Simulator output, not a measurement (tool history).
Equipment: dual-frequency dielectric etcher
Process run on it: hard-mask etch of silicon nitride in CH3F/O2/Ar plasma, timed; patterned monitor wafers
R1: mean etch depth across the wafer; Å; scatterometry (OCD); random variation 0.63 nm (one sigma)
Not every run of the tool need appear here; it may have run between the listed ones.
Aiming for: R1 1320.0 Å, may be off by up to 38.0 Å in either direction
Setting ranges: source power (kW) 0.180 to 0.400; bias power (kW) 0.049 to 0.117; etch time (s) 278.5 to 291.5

Run 1, hour 0.0: source power (kW) 0.290, bias power (kW) 0.083, etch time (s) 278.5. Result: R1 1749.5 Å.
Run 2, hour 8.2: source power (kW) 0.270, bias power (kW) 0.076, etch time (s) 278.5. Result: R1 1619.2 Å.
Run 3, hour 9.3: source power (kW) 0.270, bias power (kW) 0.076, etch time (s) 291.5. Result: R1 1700.7 Å.
Run 4, hour 10.3: source power (kW) 0.270, bias power (kW) 0.076, etch time (s) 278.5. Result: R1 1606.5 Å.
Run 5, hour 13.7: source power (kW) 0.250, bias power (kW) 0.074, etch time (s) 278.5. Result: R1 1557.4 Å.
Run 6, hour 14.9: source power (kW) 0.240, bias power (kW) 0.071, etch time (s) 278.5. Result: R1 1482.0 Å.
Run 7, hour 16.6: source power (kW) 0.230, bias power (kW) 0.070, etch time (s) 278.5. Result: R1 1453.4 Å.
Run 8, hour 24.0: source power (kW) 0.180, bias power (kW) 0.059, etch time (s) 278.5. Result: R1 1190.2 Å.
Run 9, hour 27.8: source power (kW) 0.190, bias power (kW) 0.059, etch time (s) 278.5. Result: R1 1218.3 Å.
Run 10, hour 32.0: source power (kW) 0.200, bias power (kW) 0.059, etch time (s) 278.5. Result: R1 1229.4 Å.
Run 11, hour 40.3: source power (kW) 0.210, bias power (kW) 0.059, etch time (s) 278.5. Result: R1 1250.7 Å.
Run 12, hour 43.7: source power (kW) 0.240, bias power (kW) 0.063, etch time (s) 279.5. Result: R1 1379.0 Å.

Pick the move, out of 5, that brings all results within their allowed miss; only one does.
Run A, hour 47.1: source power (kW) 0.230, bias power (kW) 0.061, etch time (s) 278.5. Result: R1 ?.
Run B, hour 47.1: source power (kW) 0.250, bias power (kW) 0.065, etch time (s) 278.5. Result: R1 ?.
Run C, hour 47.1: source power (kW) 0.300, bias power (kW) 0.058, etch time (s) 278.5. Result: R1 ?.
Run D, hour 47.1: source power (kW) 0.220, bias power (kW) 0.066, etch time (s) 282.5. Result: R1 ?.
Run E, hour 47.1: source power (kW) 0.230, bias power (kW) 0.069, etch time (s) 278.5. Result: R1 ?.

move      R1
   A  1335.0
   B  1437.1
   C  1431.8
   D  1401.7
   E  1445.8
A: every result within its allowed miss
B: its largest miss is bigger than the last run's
C: its largest miss is bigger than the last run's
D: its largest miss is bigger than the last run's
E: its largest miss is bigger than the last run's
Move A is the one to make.
